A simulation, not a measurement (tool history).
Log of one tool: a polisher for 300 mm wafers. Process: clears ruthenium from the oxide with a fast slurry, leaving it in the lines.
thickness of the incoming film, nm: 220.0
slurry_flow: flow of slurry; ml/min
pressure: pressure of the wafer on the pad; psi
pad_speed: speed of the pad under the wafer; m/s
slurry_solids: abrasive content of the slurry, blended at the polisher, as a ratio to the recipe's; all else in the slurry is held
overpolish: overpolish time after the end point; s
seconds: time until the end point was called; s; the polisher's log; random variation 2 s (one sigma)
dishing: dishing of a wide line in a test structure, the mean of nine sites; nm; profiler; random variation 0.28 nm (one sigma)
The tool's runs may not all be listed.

Run 1, hour 0: slurry_flow 305 ml/min, pressure 1.8 psi, pad_speed 0.76 m/s, slurry_solids 1, overpolish 30 s. Result: seconds 94.738 s, dishing 43.572 nm.
Run 2, hour 3.1: slurry_flow 305 ml/min, pressure 1.8 psi, pad_speed 0.76 m/s, slurry_solids 1.15, overpolish 30 s. Result: seconds 85.072 s, dishing 45.109 nm.
Run 3, hour 10: slurry_flow 350 ml/min, pressure 1.8 psi, pad_speed 0.76 m/s, slurry_solids 1.15, overpolish 30 s. Result: seconds 86.991 s, dishing 44.094 nm.
Run 4, hour 14.2: slurry_flow 370 ml/min, pressure 1.6 psi, pad_speed 0.74 m/s, slurry_solids 1.2, overpolish 26 s. Result: seconds 93.294 s, dishing 38.536 nm.
Run 5, hour 15.7: slurry_flow 370 ml/min, pressure 1.6 psi, pad_speed 0.88 m/s, slurry_solids 1.2, overpolish 26 s. Result: seconds 78.077 s, dishing 43.635 nm.
Run 6, hour 21.6: slurry_flow 370 ml/min, pressure 1.6 psi, pad_speed 0.78 m/s, slurry_solids 1.2, overpolish 26 s. Result: seconds 87.441 s, dishing 39.958 nm.
Run 7, hour 28.5: slurry_flow 370 ml/min, pressure 1.5 psi, pad_speed 0.74 m/s, slurry_solids 1.2, overpolish 23 s. Result: seconds 99.545 s, dishing 35.494 nm.
Run 8, hour 31.7: slurry_flow 370 ml/min, pressure 1.5 psi, pad_speed 0.74 m/s, slurry_solids 1.2, overpolish 23 s. Result: seconds 96.953 s, dishing 35.047 nm.
Run 9, hour 38.5: slurry_flow 370 ml/min, pressure 1 psi, pad_speed 0.64 m/s, slurry_solids 1.2, overpolish 9 s. Result: seconds 147.47 s, dishing 11.634 nm.
Run 10, hour 42.6: slurry_flow 370 ml/min, pressure 1 psi, pad_speed 0.64 m/s, slurry_solids 1.2, overpolish 9 s. Result: seconds 148.17 s, dishing 11.776 nm.
Run 11, hour 49.2: slurry_flow 370 ml/min, pressure 1 psi, pad_speed 0.62 m/s, slurry_solids 1.2, overpolish 12 s. Result: seconds 153.09 s, dishing 15.353 nm.
Run 12, hour 55.4: slurry_flow 380 ml/min, pressure 1 psi, pad_speed 0.6 m/s, slurry_solids 1.25, overpolish 13 s. Result: seconds 154.25 s, dishing 15.936 nm.
Run 13, hour 62: slurry_flow 390 ml/min, pressure 1 psi, pad_speed 0.6 m/s, slurry_solids 1.25, overpolish 13 s. Result: seconds 154.24 s, dishing 16.041 nm.

The next listed run, before its measurement:
Run 14, hour 66.2: slurry_flow 400 ml/min, pressure 1 psi, pad_speed 0.6 m/s, slurry_solids 1.25, overpolish 13 s. Result: seconds ?, dishing ?.

seconds: 157.54 s
dishing: 16.011 nm
